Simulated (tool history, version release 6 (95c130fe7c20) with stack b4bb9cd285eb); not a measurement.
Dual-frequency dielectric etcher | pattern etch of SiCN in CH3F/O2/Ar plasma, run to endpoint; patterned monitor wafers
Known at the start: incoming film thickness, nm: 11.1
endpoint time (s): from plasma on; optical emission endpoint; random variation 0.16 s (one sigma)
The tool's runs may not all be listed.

| run | hour | source power (kW) | bias power (kW) | endpoint time (s) |
|---|---|---|---|---|
| 1 | 0.0 | 0.320 | 0.058 | 32.177 |
| 2 | 3.2 | 0.320 | 0.051 | 35.155 |
| 3 | 4.7 | 0.360 | 0.053 | 32.114 |
| 4 | 6.0 | 0.380 | 0.053 | 31.182 |
| 5 | 10.7 | 0.400 | 0.053 | 30.842 |
| 6 | 14.9 | 0.350 | 0.053 | 32.256 |
| 7 | 17.3 | 0.380 | 0.054 | 31.285 |
| 8 | 18.6 | 0.400 | 0.055 | 30.107 |

The next listed run, before its measurement:
| 9 | 22.2 | 0.410 | 0.055 | ? |

endpoint time (s): 29.817

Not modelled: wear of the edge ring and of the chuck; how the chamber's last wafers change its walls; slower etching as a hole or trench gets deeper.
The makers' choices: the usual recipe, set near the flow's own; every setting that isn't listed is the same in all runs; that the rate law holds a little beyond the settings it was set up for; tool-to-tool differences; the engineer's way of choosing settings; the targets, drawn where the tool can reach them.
